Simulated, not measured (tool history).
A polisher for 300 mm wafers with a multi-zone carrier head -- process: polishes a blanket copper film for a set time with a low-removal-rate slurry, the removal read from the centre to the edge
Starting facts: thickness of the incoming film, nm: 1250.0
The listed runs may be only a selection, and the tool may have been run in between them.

run    day  flow of slurry (ml/min)  pressure of the head's centre zone  pressure of the head's middle zone  pressure of the head's edge zone  abrasive content of the slurry  polishing time (s)  film removed at the wafer's centre (angstrom)  film removed at mid-radius (angstrom)  film removed at the wafer's edge (angstrom)
  1      0                      315                                   1                                   1                                 1                               1                  37                                         461.09                                 473.41                                       466.39
  2  0.112                      315                                   1                                1.05                                 1                               1                  37                                         464.65                                 470.52                                        469.4
  3  0.404                      315                                   1                                1.05                              1.04                               1                  37                                         467.35                                 473.57                                       482.56
  4   0.75                      315                                   1                                0.98                              1.04                               1                  37                                         461.83                                 458.55                                       489.64
  5  1.017                      385                                   1                                0.98                              1.04                               1                  37                                         467.38                                  468.9                                       485.35
  6  1.096                      385                                   1                                0.98                              1.04                               1                  42                                         536.43                                 526.75                                       563.85
  7  1.458                      385                                1.01                                0.96                              1.03                            0.95                  41                                         522.87                                  505.3                                       537.81
  8  1.654                      385                                1.01                                0.95                              1.02                             0.9                  40                                         505.36                                 488.75                                       515.66
  9  1.704                      385                                1.01                                0.94                              1.01                            0.85                  39                                          481.2                                 470.19                                       490.46
 10  1.808                      385                                1.01                                0.93                              1.01                             0.8                  38                                          464.5                                 442.45                                       477.94

For run 11, what comes out?
 11  1.95                      385                                1.01                                0.93                              1.01                             0.8                  38                                              ?                                      ?                                            ?

Run 11 gave film removed at the wafer's centre (angstrom) 468.09, film removed at mid-radius (angstrom) 437.66, film removed at the wafer's edge (angstrom) 474.36.
